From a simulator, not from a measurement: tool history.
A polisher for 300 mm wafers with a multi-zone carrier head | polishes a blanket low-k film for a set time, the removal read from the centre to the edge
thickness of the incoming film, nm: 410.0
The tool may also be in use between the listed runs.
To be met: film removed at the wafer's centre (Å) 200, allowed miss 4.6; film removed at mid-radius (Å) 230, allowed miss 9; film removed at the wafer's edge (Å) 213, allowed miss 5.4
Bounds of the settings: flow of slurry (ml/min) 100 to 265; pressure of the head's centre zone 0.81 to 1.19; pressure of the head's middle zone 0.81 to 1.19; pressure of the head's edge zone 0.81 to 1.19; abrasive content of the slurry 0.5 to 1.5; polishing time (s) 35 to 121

run    day  flow of slurry (ml/min)  pressure of the head's centre zone  pressure of the head's middle zone  pressure of the head's edge zone  abrasive content of the slurry  polishing time (s)  film removed at the wafer's centre (Å)  film removed at mid-radius (Å)  film removed at the wafer's edge (Å)
  1      0                      170                                   1                                   1                                 1                               1                  78                                  243.72                          238.78                                247.93
  2   0.05                      160                                0.97                                1.01                              0.96                               1                  78                                  232.43                           235.8                                240.45
  3  0.183                      160                                0.97                                1.01                              0.96                             0.9                  78                                   220.9                          234.19                                231.81
  4  0.279                      160                                0.97                                1.01                              1.01                             0.9                  78                                  223.18                           231.2                                236.27
  5    0.5                      160                                0.97                                1.01                              0.93                             0.9                  78                                  226.35                          234.01                                230.35
  6  0.629                      150                                0.96                                1.02                              0.92                             0.9                  78                                  219.03                          230.13                                225.78
  7  0.804                      140                                0.95                                1.04                              0.91                             0.9                  78                                  214.18                          234.05                                223.25
     0.996  -- worn pad replaced by a new one
  8  0.996                      135                                0.94                                1.04                               0.9                             0.9                  78                                  229.31                          250.86                                241.47

Which of these 5 next moves meets every target?
  A  1.188                      120                                0.96                                1.19                              0.83                            0.55                  83                                       ?                               ?                                     ?
  B  1.188                      140                                0.89                                1.03                              0.82                             0.9                  71                                       ?                               ?                                     ?
  C  1.188                      125                                0.93                                 1.1                              0.89                             0.9                  73                                       ?                               ?                                     ?
  D  1.188                      100                                0.93                                1.03                              0.95                            1.05                  98                                       ?                               ?                                     ?
  E  1.188                      160                                0.93                                1.18                              0.84                            0.95                  68                                       ?                               ?                                     ?

move  film removed at the wafer's centre (Å)  film removed at mid-radius (Å)  film removed at the wafer's edge (Å)
   A                                  212.85                          256.28                                212.69
   B                                  200.84                          229.72                                212.47
   C                                  209.14                          242.77                                221.95
   D                                  270.75                          300.31                                306.22
   E                                  211.06                          258.17                                212.68
A: nearer than the last run, and not there yet
B: meets every target
C: nearer than the last run, and not there yet
D: further off than the last run
E: nearer than the last run, and not there yet
Move B is the one to make.
